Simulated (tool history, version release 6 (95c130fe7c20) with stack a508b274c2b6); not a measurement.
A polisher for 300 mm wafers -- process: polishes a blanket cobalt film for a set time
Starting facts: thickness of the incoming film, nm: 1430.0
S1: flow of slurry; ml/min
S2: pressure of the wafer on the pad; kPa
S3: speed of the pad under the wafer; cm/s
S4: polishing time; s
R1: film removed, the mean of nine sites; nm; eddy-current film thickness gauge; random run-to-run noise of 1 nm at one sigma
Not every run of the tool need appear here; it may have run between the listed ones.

run    day   S1    S2  S3  S4      R1
  1  0.000  270  16.5  84  46  218.17
  2  0.225  270  13.8  72  45  157.10
  3  0.388  270  15.9  72  45  176.06
  4  0.467  220  15.9  72  45  178.71
  5  0.750  220  15.9  72  46  176.89
  6  1.021  220  13.8  72  46  157.22

Run 7, settings as shown, results not yet in. Your forecast:
  7  1.225  220  11.7  64  46   ?

{"run 7": {"R1": 123.54}}

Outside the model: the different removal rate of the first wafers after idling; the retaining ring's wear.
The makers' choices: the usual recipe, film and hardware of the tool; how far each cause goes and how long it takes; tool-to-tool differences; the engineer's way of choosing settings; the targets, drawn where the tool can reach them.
